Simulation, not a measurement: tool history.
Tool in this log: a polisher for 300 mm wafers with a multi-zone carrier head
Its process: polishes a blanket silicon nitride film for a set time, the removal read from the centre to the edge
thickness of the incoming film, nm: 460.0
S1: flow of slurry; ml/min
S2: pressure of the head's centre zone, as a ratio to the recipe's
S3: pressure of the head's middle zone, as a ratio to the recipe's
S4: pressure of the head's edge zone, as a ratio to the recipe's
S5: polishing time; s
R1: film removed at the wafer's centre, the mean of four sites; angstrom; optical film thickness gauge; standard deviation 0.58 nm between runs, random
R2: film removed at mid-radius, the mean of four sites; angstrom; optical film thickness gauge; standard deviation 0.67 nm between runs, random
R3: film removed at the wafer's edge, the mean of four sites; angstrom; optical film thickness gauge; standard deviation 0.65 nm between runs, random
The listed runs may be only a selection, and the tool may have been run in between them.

run  hour   S1    S2    S3    S4  S5      R1      R2      R3
  1     0  195     1     1     1  35  867.18     877  879.72
  2   1.7  190  0.98  0.97  0.97  32  784.37  780.64  790.35
  3   6.1  190  0.92  0.97  0.97  32  740.75  787.26  770.57
  4   7.7  190  0.86  0.97  0.97  32  687.66  801.69  770.46
  5   8.5  180  0.86  0.93  0.94  31  662.57  730.57   745.3
  6  16.9  185  0.87  0.92  0.92  29  624.16  684.11  682.38
  7  21.4  180  0.87   0.9   0.9  29  618.06  646.06  685.11

Expected results for the next run?
  8    23  180  0.88  0.9  0.88  28   ?   ?   ?

{"run 8": {"R1": 599.77, "R2": 631.93, "R3": 648.66}}

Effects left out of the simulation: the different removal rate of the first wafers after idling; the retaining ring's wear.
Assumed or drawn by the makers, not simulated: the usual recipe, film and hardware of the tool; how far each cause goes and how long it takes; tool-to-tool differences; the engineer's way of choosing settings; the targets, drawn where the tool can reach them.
